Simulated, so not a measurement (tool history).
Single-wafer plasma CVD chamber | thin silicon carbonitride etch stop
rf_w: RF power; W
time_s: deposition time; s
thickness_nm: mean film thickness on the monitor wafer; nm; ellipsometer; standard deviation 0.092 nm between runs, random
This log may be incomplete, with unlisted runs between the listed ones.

run  hour  rf_w  time_s  thickness_nm
  1   0.0   185    22.8        13.584
  2   8.0   190    23.2        13.924
  3  14.3   175    23.2        13.751
  4  16.3   175    23.8        14.010
  5  18.1   180    24.2        14.293
  6  25.0   180    23.1        13.736
  7  26.5   185    23.7        14.122
  8  34.4   190    24.1        14.333
  9  42.1   190    24.1        14.412
     49.3  -- thermocouple changed; heater temperature recalibrated
 10  49.3   190    24.5        14.913
 11  53.7   195    24.6        14.987

Run 12 has not been measured yet. What should we expect?
 12  61.0   200    24.7             ?

thickness_nm: 15.054 nm
